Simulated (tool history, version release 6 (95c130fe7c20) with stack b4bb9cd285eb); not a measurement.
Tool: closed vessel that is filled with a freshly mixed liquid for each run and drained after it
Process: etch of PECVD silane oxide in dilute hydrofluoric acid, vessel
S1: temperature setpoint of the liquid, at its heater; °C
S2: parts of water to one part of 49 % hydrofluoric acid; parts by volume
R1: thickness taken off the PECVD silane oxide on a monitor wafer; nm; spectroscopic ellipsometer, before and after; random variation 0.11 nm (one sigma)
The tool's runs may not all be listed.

{"run": 1, "hour": 0.0, "S1": 25, "S2": 195, "time in the liquid (s)": 40, "R1": 7.403}
{"run": 2, "hour": 2.3, "S1": 28, "S2": 195, "time in the liquid (s)": 40, "R1": 8.1278}
{"run": 3, "hour": 6.7, "S1": 28, "S2": 195, "time in the liquid (s)": 30, "R1": 6.1513}
{"run": 4, "hour": 14.9, "S1": 27.5, "S2": 185, "time in the liquid (s)": 30, "R1": 6.4183}
{"run": 5, "hour": 17.4, "S1": 27.5, "S2": 250, "time in the liquid (s)": 30, "R1": 4.4067}
{"run": 6, "hour": 18.1, "S1": 27.5, "S2": 215, "time in the liquid (s)": 30, "R1": 5.3592}
{"run": 7, "hour": 22.2, "S1": 27.5, "S2": 200, "time in the liquid (s)": 30, "R1": 5.8381}

Run 8 comes next. What will it give?
{"run": 8, "hour": 31.0, "S1": 31.5, "S2": 120, "time in the liquid (s)": 30, "R1": "?"}

{"run 8": {"R1": 12.547}}

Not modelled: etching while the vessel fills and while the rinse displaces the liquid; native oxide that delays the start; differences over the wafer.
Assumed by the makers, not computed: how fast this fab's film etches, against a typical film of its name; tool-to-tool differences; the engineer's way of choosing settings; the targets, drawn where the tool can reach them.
